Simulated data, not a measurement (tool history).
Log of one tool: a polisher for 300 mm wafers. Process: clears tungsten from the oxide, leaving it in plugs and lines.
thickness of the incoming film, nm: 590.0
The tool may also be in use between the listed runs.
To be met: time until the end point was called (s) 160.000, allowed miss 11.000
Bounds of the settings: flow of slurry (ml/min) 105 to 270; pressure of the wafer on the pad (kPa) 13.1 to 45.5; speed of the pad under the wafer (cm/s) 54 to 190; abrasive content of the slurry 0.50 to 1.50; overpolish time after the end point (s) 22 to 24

run  hour  flow of slurry (ml/min)  pressure of the wafer on the pad (kPa)  speed of the pad under the wafer (cm/s)  abrasive content of the slurry  overpolish time after the end point (s)  time until the end point was called (s)
  1   0.0                      175                                    29.0                                      122                            1.00                                       22                                   96.625
  2   7.9                      175                                    29.0                                      140                            1.00                                       22                                   80.476
  3  13.6                      175                                    24.1                                      134                            1.00                                       22                                  102.530
  4  20.7                      175                                    18.6                                      134                            1.00                                       22                                  133.110
  5  29.1                      175                                    22.1                                      134                            1.00                                       22                                  106.860
  6  33.2                      175                                    19.3                                      130                            1.00                                       22                                  133.040
  7  36.5                      175                                    17.9                                      130                            1.00                                       22                                  140.000
  8  39.1                      175                                    17.2                                      130                            1.00                                       22                                  145.770

Which of these 4 next moves meets every target?
  A  41.7                      205                                    15.9                                      124                            1.05                                       22                                        ?
  B  41.7                      200                                    13.1                                      168                            1.00                                       22                                        ?
  C  41.7                      190                                    20.7                                      124                            0.95                                       22                                        ?
  D  41.7                      170                                    17.9                                      132                            0.95                                       22                                        ?

move  time until the end point was called (s)
   A                                  160.150
   B                                  144.370
   C                                  127.890
   D                                  139.950
A: meets every target
B: further off than the last run
C: further off than the last run
D: further off than the last run
The right move is A.

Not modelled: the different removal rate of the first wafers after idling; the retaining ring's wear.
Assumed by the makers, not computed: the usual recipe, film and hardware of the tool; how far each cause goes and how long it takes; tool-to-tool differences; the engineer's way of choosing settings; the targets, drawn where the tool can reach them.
